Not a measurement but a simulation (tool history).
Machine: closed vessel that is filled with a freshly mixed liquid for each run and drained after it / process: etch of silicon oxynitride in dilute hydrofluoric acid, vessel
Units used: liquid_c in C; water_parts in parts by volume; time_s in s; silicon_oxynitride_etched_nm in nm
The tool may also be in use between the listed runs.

run 1 hour=0 | liquid_c=22 water_parts=90 time_s=3245 | silicon_oxynitride_etched_nm=66.444
run 2 hour=1.8 | liquid_c=23 water_parts=85 time_s=3245 | silicon_oxynitride_etched_nm=74.576
run 3 hour=9.6 | liquid_c=23 water_parts=85 time_s=3245 | silicon_oxynitride_etched_nm=74.333
run 4 hour=17.8 | liquid_c=23 water_parts=75 time_s=3245 | silicon_oxynitride_etched_nm=86.188
run 5 hour=25.2 | liquid_c=26.5 water_parts=75 time_s=3245 | silicon_oxynitride_etched_nm=101.08
run 6 hour=33.8 | liquid_c=26.5 water_parts=75 time_s=3455 | silicon_oxynitride_etched_nm=106.29
run 7 hour=35.2 | liquid_c=27 water_parts=75 time_s=3455 | silicon_oxynitride_etched_nm=109.01
run 8 hour=38 | liquid_c=27.5 water_parts=75 time_s=3455 | silicon_oxynitride_etched_nm=110.82
run 9 hour=39.6 | liquid_c=28 water_parts=75 time_s=3455 | silicon_oxynitride_etched_nm=113.91
run 10 hour=45.6 | liquid_c=29 water_parts=65 time_s=3455 | silicon_oxynitride_etched_nm=138.03
run 11 hour=50 | liquid_c=29.5 water_parts=65 time_s=3455 | silicon_oxynitride_etched_nm=142.15

Run 12, settings as shown, results not yet in. Your forecast:
run 12 hour=53.1 | liquid_c=30 water_parts=65 time_s=3455 | silicon_oxynitride_etched_nm=?

Run 12 yielded silicon_oxynitride_etched_nm 145.26 nm.
